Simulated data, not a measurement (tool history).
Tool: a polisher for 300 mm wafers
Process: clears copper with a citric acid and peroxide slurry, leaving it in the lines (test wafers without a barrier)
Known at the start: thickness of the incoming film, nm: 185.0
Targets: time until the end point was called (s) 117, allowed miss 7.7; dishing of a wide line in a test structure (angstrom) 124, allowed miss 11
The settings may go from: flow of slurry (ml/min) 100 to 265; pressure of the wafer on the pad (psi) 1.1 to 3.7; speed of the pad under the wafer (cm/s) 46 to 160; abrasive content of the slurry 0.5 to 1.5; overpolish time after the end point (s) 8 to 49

| run | day | flow of slurry (ml/min) | pressure of the wafer on the pad (psi) | speed of the pad under the wafer (cm/s) | abrasive content of the slurry | overpolish time after the end point (s) | time until the end point was called (s) | dishing of a wide line in a test structure (angstrom) |
|---|---|---|---|---|---|---|---|---|
| 1 | 0 | 170 | 2.4 | 102 | 1 | 25 | 126.24 | 228.53 |
| 2 | 0.283 | 170 | 2.4 | 104 | 1 | 20 | 119.99 | 188.62 |
| 3 | 0.454 | 155 | 2.4 | 104 | 1 | 20 | 124.54 | 183.07 |
| 4 | 0.779 | 115 | 2.4 | 104 | 1 | 20 | 129.27 | 182.94 |
| 5 | 0.962 | 150 | 2.4 | 104 | 1 | 20 | 121.6 | 194.42 |
| 6 | 1.146 | 150 | 2.4 | 118 | 1 | 20 | 109.1 | 209.79 |
| 7 | 1.396 | 150 | 2.3 | 118 | 1 | 17 | 115.75 | 170.37 |
| 8 | 1.762 | 150 | 2.3 | 118 | 1 | 15 | 114.04 | 152.49 |
| 9 | 1.938 | 150 | 2.3 | 118 | 1 | 14 | 115.71 | 148.96 |
|  | 2.208 | head pressure recalibrated |
| 10 | 2.208 | 150 | 2.3 | 118 | 1 | 13 | 105.99 | 143.74 |
| 11 | 2.525 | 150 | 2.2 | 118 | 1 | 13 | 108.22 | 143.24 |

5 next moves are on the table. One of them brings every result within its allowed miss. Which?
| A | 2.842 | 155 | 2.4 | 110 | 1.1 | 14 | ? | ? |
| B | 2.842 | 170 | 2.1 | 130 | 1.05 | 13 | ? | ? |
| C | 2.842 | 155 | 2.1 | 134 | 0.95 | 11 | ? | ? |
| D | 2.842 | 135 | 2.3 | 106 | 1.1 | 12 | ? | ? |
| E | 2.842 | 150 | 1.9 | 154 | 1.1 | 14 | ? | ? |

| move | time until the end point was called (s) | dishing of a wide line in a test structure (angstrom) |
|---|---|---|
| A | 106.96 | 158.15 |
| B | 104.43 | 150.44 |
| C | 104.85 | 128.15 |
| D | 117.54 | 125.15 |
| E | 99.661 | 167.76 |
A: further off than the last run
B: further off than the last run
C: brings the result that was furthest off to its target, and leaves another outside
D: meets every target
E: further off than the last run
Answer: D
